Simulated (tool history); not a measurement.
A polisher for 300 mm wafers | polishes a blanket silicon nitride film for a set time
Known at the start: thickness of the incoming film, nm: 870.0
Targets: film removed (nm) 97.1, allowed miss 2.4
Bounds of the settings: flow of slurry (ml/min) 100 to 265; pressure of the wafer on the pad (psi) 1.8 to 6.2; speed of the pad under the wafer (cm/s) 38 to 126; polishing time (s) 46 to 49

| run | day | flow of slurry (ml/min) | pressure of the wafer on the pad (psi) | speed of the pad under the wafer (cm/s) | polishing time (s) | film removed (nm) |
|---|---|---|---|---|---|---|
| 1 | 0 | 170 | 4 | 82 | 46 | 78.345 |
| 2 | 0.117 | 185 | 4.2 | 82 | 46 | 82.272 |
| 3 | 0.45 | 185 | 4.4 | 82 | 46 | 84.818 |
| 4 | 0.738 | 225 | 4.4 | 82 | 46 | 88.824 |
| 5 | 1.096 | 230 | 4.5 | 82 | 46 | 89.797 |
| 6 | 1.192 | 230 | 4.6 | 82 | 46 | 92.733 |
| 7 | 1.242 | 235 | 4.7 | 82 | 46 | 94.393 |
| 8 | 1.483 | 235 | 4.7 | 82 | 46 | 93.643 |

Which of these 5 next moves meets every target?
| A | 1.725 | 230 | 4.6 | 80 | 46 | ? |
| B | 1.725 | 265 | 4.9 | 80 | 46 | ? |
| C | 1.725 | 265 | 4.3 | 84 | 46 | ? |
| D | 1.725 | 245 | 4.4 | 86 | 46 | ? |
| E | 1.725 | 220 | 4.3 | 84 | 47 | ? |

| move | film removed (nm) |
|---|---|
| A | 90.553 |
| B | 97.647 |
| C | 89.407 |
| D | 92.468 |
| E | 89.679 |
A: further off than the last run
B: meets every target
C: further off than the last run
D: further off than the last run
E: further off than the last run
The right move is B.
